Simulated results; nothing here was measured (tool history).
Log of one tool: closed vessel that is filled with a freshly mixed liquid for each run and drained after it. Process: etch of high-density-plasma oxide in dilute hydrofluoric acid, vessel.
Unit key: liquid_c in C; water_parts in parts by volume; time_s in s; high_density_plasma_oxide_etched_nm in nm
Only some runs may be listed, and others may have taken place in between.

run,hour,liquid_c,water_parts,time_s,high_density_plasma_oxide_etched_nm
1,0,23,210,1880,42.02
2,8.1,23,135,1880,70.573
3,13.9,22,150,1880,60.045
4,18.4,21.5,160,1880,54.824
5,27.9,21,170,1880,50.312
6,33.3,20.5,180,1880,46.295
7,37.6,20,190,1880,42.031

Run 8, settings as shown, results not yet in. Your forecast:
8,43,19.5,195,1880,?

Run 8 measured high_density_plasma_oxide_etched_nm 40.295 nm.
